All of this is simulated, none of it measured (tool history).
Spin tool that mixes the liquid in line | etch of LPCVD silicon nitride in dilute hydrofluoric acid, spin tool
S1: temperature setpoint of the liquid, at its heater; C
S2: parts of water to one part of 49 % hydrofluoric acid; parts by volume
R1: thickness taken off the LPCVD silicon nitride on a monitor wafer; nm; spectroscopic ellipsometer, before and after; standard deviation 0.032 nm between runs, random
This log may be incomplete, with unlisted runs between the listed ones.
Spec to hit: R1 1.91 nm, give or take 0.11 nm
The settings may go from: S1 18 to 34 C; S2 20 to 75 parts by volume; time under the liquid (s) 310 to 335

Run 1, hour 0: S1 26 C, S2 45 parts by volume, time under the liquid (s) 310. Result: R1 3.6467 nm.
Run 2, hour 4.5: S1 26 C, S2 45 parts by volume, time under the liquid (s) 310. Result: R1 3.535 nm.
Run 3, hour 5.7: S1 24.5 C, S2 45 parts by volume, time under the liquid (s) 310. Result: R1 3.1679 nm.
Run 4, hour 8.2: S1 24.5 C, S2 45 parts by volume, time under the liquid (s) 335. Result: R1 3.4559 nm.
Run 5, hour 15.1: S1 24.5 C, S2 60 parts by volume, time under the liquid (s) 335. Result: R1 2.6481 nm.
Run 6, hour 21.1: S1 24 C, S2 60 parts by volume, time under the liquid (s) 335. Result: R1 2.5397 nm.
Run 7, hour 26.5: S1 23.5 C, S2 60 parts by volume, time under the liquid (s) 335. Result: R1 2.4376 nm.
Run 8, hour 28.6: S1 23 C, S2 60 parts by volume, time under the liquid (s) 335. Result: R1 2.3701 nm.
Run 9, hour 35.2: S1 22.5 C, S2 60 parts by volume, time under the liquid (s) 335. Result: R1 2.308 nm.
Run 10, hour 37.5: S1 22 C, S2 60 parts by volume, time under the liquid (s) 335. Result: R1 2.2882 nm.
Run 11, hour 42.7: S1 21.5 C, S2 60 parts by volume, time under the liquid (s) 335. Result: R1 2.0678 nm.

Exercise: of the 4 proposed moves below, exactly one satisfies all targets within the stated allowed misses. Which move is it?
Run A, hour 47.9: S1 22 C, S2 60 parts by volume, time under the liquid (s) 330. Result: R1 ?.
Run B, hour 47.9: S1 21.5 C, S2 60 parts by volume, time under the liquid (s) 330. Result: R1 ?.
Run C, hour 47.9: S1 22.5 C, S2 65 parts by volume, time under the liquid (s) 310. Result: R1 ?.
Run D, hour 47.9: S1 18 C, S2 45 parts by volume, time under the liquid (s) 325. Result: R1 ?.

move      R1
   A  2.1743
   B  2.1013
   C  1.9539
   D  2.1462
A: further off than the last run
B: further off than the last run
C: each result inside its tolerance
D: further off than the last run
Answer: C
